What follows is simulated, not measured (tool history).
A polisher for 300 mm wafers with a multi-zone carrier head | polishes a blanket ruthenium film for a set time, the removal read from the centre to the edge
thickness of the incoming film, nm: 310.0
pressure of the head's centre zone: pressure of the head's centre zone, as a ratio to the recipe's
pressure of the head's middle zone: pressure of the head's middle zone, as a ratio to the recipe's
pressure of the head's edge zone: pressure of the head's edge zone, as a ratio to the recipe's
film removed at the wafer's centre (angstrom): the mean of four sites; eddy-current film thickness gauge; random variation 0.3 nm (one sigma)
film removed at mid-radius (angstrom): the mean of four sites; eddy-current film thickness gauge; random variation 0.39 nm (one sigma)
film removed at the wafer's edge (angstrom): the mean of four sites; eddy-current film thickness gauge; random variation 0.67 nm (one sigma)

run	hour	flow of slurry (ml/min)	pressure of the head's centre zone	pressure of the head's middle zone	pressure of the head's edge zone	polishing time (s)	film removed at the wafer's centre (angstrom)	film removed at mid-radius (angstrom)	film removed at the wafer's edge (angstrom)
1	0.0	180	1.00	1.00	1.00	81	751.14	765.62	780.13
2	2.8	180	1.00	1.00	0.94	81	751.74	785.61	745.16
3	6.4	170	0.98	0.97	0.92	74	669.61	683.16	687.51
4	14.5	170	0.98	0.97	0.84	74	675.73	669.48	679.97
5	16.0	175	0.97	0.98	0.84	67	612.65	621.41	610.66
6	20.9	175	0.97	0.98	0.92	67	607.74	624.58	636.19
7	25.2	180	0.96	0.99	0.90	61	541.33	578.48	564.06

The next listed run, before its measurement:
8	30.6	190	0.95	0.98	0.89	58	?	?	?

Run 8 gave film removed at the wafer's centre (angstrom) 519.12, film removed at mid-radius (angstrom) 546.09, film removed at the wafer's edge (angstrom) 544.65.
